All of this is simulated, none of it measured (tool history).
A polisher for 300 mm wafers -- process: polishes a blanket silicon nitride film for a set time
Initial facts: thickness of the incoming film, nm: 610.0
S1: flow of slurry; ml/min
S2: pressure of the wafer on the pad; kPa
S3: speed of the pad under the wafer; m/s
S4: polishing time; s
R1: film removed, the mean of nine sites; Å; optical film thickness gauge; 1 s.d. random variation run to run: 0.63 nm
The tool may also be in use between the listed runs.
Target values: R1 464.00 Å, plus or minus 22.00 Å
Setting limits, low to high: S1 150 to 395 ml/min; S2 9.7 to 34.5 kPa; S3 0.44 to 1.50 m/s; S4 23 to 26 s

run  hour   S1    S2    S3  S4      R1
  1   0.0  250  22.1  0.96  26  338.38
  2   5.0  250  22.8  0.96  26  341.30
  3  10.7  250  22.8  0.96  26  350.42
  4  16.3  250  23.4  0.96  26  352.01
  5  24.7  250  19.3  0.96  26  299.91
  6  28.1  250  20.7  0.96  26  317.65
  7  33.5  250  22.1  0.96  26  335.54
  8  39.4  250  23.4  0.96  26  348.68

Exactly one of the 5 candidate moves below puts every result within its allowed miss. Which one?
  A  45.3  185  22.8  0.86  23   ?
  B  45.3  235  15.2  1.14  24   ?
  C  45.3  255  25.5  1.06  25   ?
  D  45.3  280  26.9  0.98  26   ?
  E  45.3  260  26.9  1.10  26   ?

move      R1
   A  277.22
   B  250.25
   C  409.08
   D  423.64
   E  462.01
A: misses by more than the last run did
B: misses by more than the last run did
C: moves toward the targets from the last run without getting all of them in spec
D: moves toward the targets from the last run without getting all of them in spec
E: each result inside its tolerance
E meets every target.
